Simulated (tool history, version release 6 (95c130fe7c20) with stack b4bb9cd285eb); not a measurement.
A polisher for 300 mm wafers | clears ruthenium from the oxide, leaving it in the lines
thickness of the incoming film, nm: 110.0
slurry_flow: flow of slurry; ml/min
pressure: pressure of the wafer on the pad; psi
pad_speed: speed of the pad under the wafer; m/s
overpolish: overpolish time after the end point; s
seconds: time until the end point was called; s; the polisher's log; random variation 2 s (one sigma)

run	hour	slurry_flow	pressure	pad_speed	overpolish	seconds
1	0.0	175	2.2	1.28	12	90.209
2	4.6	210	2.2	1.28	12	88.181
3	8.4	210	2.2	1.28	12	87.506
4	15.4	210	2.2	1.28	12	85.755
5	21.3	205	2.0	1.28	12	95.802
6	23.9	205	2.0	1.54	12	84.214
7	27.4	205	1.8	1.52	12	89.945
8	31.7	205	1.6	1.46	12	106.350
9	33.7	205	1.5	1.46	12	115.030
10	35.6	205	1.4	1.46	12	119.190
11	40.6	205	1.3	1.46	12	133.030

Forecast run 12:
# hour 42.3: slurry nozzle cleaned
12	42.3	205	1.3	1.46	12	?

{"run 12": {"seconds": 118.63}}
